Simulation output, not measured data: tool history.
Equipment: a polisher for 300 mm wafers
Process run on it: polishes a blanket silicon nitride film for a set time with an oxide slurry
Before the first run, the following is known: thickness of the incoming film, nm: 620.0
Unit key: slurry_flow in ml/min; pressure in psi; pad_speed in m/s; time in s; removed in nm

run  hour  slurry_flow  pressure  pad_speed  slurry_solids  time  removed
  1   0.0          135       4.6       1.26           1.00    56   49.198
  2   5.2          130       3.7       1.02           0.95    56   33.639
  3   6.8          130       3.7       0.78           0.95    56   26.527
  4   9.8          130       3.7       1.10           0.95    56   34.712
  5  15.0          130       3.7       1.10           0.95    56   34.794
  6  18.8          115       3.7       1.10           0.95    56   33.792
  7  19.5          110       3.1       0.98           0.95    56   25.782

What will run 8 give?
  8  20.8          105       2.8       0.94           0.95    56        ?

{"run 8": {"removed": 22.348}}
